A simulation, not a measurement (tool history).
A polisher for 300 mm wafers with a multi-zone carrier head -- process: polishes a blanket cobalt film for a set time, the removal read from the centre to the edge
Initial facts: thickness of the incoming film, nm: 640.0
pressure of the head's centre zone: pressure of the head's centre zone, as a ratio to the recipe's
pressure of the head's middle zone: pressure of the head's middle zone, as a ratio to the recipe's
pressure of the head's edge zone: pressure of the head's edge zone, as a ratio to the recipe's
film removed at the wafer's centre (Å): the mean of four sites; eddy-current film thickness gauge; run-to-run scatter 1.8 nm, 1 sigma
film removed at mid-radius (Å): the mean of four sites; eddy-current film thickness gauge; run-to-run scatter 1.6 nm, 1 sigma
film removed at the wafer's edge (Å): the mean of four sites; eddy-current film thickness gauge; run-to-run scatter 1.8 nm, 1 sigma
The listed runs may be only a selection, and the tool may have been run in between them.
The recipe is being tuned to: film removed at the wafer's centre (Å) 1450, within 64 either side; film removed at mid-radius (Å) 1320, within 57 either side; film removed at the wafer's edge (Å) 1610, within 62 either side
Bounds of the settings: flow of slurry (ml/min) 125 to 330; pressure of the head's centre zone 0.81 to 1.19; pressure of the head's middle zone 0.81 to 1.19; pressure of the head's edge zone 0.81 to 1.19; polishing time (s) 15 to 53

run,hour,flow of slurry (ml/min),pressure of the head's centre zone,pressure of the head's middle zone,pressure of the head's edge zone,polishing time (s),film removed at the wafer's centre (Å),film removed at mid-radius (Å),film removed at the wafer's edge (Å)
1,0,210,1,1,1,34,2457.6,2382,2407.8
2,3.6,260,1,1,1,34,2593.3,2407.3,2552.7
3,7,260,1,1,1,30,2255.7,2154,2231.7
4,10.5,265,0.98,0.96,1.01,27,1963,1845.6,1989.3
5,18.4,265,0.98,0.96,1.05,27,1992.7,1879.3,2076.9
6,19.5,270,0.96,0.93,1.04,26,1901.6,1755.1,1926.8
7,21,270,0.94,0.9,1.07,25,1772.3,1677.1,1912.9
8,21.9,270,0.94,0.88,1.08,24,1664.9,1543,1865.2
9,24.6,260,0.93,0.86,1.06,24,1679.2,1497.3,1804.8
10,28.1,250,0.91,0.85,1.05,24,1644.2,1520.8,1770.6
11,36.4,250,0.91,0.84,1.06,23,1587.2,1419.8,1705.2
12,38.6,210,0.86,0.81,1.02,22,1379.4,1304,1606

Below are 4 possible settings for the next run. Only one of them brings all results inside the allowed miss of their targets. Which is it?
A,40.8,205,0.82,0.88,1.07,22,?,?,?
B,40.8,165,0.81,0.81,1.04,23,?,?,?
C,40.8,190,0.82,0.84,1.01,22,?,?,?
D,40.8,170,0.94,0.86,1.08,22,?,?,?

move,film removed at the wafer's centre (Å),film removed at mid-radius (Å),film removed at the wafer's edge (Å)
A,1323.2,1373.9,1605.4
B,1309.7,1299.1,1610.5
C,1304.7,1310.5,1547.1
D,1445,1306.4,1575.4
A: further off than the last run
B: further off than the last run
C: further off than the last run
D: in spec on every target
Correct choice: D, which meets every target

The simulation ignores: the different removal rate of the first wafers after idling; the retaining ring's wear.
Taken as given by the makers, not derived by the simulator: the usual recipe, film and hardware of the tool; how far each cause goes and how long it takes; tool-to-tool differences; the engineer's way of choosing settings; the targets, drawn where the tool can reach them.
